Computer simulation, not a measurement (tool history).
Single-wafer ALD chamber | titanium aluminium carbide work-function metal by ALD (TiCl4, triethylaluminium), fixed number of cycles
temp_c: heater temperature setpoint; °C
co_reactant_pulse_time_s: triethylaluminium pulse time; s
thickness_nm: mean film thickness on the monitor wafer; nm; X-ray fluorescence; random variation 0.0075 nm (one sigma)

| run | day | temp_c | co_reactant_pulse_time_s | thickness_nm |
|---|---|---|---|---|
| 1 | 0 | 290 | 11.55 | 1.9436 |
| 2 | 0.112 | 290 | 8.46 | 1.8772 |
| 3 | 0.308 | 290 | 6.73 | 1.816 |
| 4 | 0.617 | 290 | 9.69 | 1.9078 |
| 5 | 0.746 | 294 | 10.13 | 1.9407 |
| 6 | 0.896 | 297 | 10.59 | 1.9632 |
| 7 | 0.925 | 300 | 11.13 | 1.9982 |

Run 8 comes next. What will it give?
| 8 | 1.267 | 302 | 11.47 | ? |

{"run 8": {"thickness_nm": 2.0201}}
